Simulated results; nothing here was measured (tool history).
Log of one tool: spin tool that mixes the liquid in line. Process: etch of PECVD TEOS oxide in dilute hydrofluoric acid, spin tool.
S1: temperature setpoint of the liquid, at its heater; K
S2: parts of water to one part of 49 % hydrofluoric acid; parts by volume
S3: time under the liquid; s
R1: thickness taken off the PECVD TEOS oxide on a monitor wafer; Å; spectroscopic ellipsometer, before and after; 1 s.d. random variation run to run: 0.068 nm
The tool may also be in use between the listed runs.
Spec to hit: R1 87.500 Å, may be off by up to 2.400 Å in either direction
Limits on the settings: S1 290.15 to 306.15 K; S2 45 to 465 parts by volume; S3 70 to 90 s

run  hour      S1   S2  S3       R1
  1   0.0  298.15  255  90   37.344
  2   7.2  298.15  195  90   52.693
  3   8.5  300.15  185  90   60.127
  4  13.6  297.65  185  90   55.046
  5  15.8  300.65  185  90   60.777
  6  19.5  300.65  105  90  120.150
  7  26.4  298.65  105  90  110.470
  8  32.5  296.65  105  90  102.030
  9  36.1  295.65  105  90   99.359
 10  37.2  295.65  105  90   98.770

4 next moves are on the table. One of them brings every result within its allowed miss. Which?
  A  38.3  295.15  125  90   ?
  B  38.3  294.65   95  75   ?
  C  38.3  295.65  125  90   ?
  D  38.3  296.15  105  85   ?

move      R1
   A  79.746
   B  88.703
   C  81.340
   D  95.485
A: pushes the last run's worst result past its target
B: every result lands within tolerance
C: pushes the last run's worst result past its target
D: an improvement on the last run, though not all results are within tolerance
Move B is the one to make.

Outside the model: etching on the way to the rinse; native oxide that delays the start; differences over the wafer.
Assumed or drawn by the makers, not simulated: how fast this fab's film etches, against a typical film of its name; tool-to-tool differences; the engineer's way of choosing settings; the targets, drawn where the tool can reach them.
